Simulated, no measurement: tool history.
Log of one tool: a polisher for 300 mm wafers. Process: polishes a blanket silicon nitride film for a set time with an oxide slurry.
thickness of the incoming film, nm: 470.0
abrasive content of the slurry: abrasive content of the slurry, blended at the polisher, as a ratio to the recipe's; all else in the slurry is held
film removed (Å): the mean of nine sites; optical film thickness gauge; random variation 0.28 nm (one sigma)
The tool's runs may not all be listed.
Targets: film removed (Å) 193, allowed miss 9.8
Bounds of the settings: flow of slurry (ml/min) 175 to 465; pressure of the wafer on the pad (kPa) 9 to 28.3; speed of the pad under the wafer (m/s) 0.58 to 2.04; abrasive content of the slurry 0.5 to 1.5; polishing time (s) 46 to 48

run  hour  flow of slurry (ml/min)  pressure of the wafer on the pad (kPa)  speed of the pad under the wafer (m/s)  abrasive content of the slurry  polishing time (s)  film removed (Å)
  1     0                      295                                    18.6                                     1.3                               1                  46             320.4
  2   4.6                      350                                    18.6                                     1.3                               1                  46               326
  3  13.6                      315                                    18.6                                     1.3                               1                  46               317
  4    15                      315                                    18.6                                     1.3                               1                  46            320.91
  5  18.2                      315                                    16.5                                    1.28                               1                  46            280.67
  6  21.6                      270                                    16.5                                    1.28                               1                  46            276.51
  7  24.1                      270                                    15.2                                    1.26                               1                  46               250
  8  25.1                      270                                    13.8                                    1.26                               1                  46            232.11
  9  33.5                      270                                    10.3                                    1.22                               1                  46            170.27
 10  36.8                      270                                      11                                    1.22                               1                  46            177.74

Which of these 5 next moves meets every target?
  A  40.1                      290                                    10.3                                    1.42                             1.2                  48                 ?
  B  40.1                      290                                       9                                    1.42                            0.85                  46                 ?
  C  40.1                      320                                    12.4                                    1.14                             0.9                  48                 ?
  D  40.1                      315                                    10.3                                    0.96                             1.2                  46                 ?
  E  40.1                      315                                    11.7                                     1.3                            1.05                  47                 ?

move  film removed (Å)
   A            223.92
   B            153.24
   C            191.56
   D            158.15
   E            216.26
A: takes the result that was furthest off past its target
B: further off than the last run
C: meets every target
D: further off than the last run
E: takes the result that was furthest off past its target
Move C is the one to make.

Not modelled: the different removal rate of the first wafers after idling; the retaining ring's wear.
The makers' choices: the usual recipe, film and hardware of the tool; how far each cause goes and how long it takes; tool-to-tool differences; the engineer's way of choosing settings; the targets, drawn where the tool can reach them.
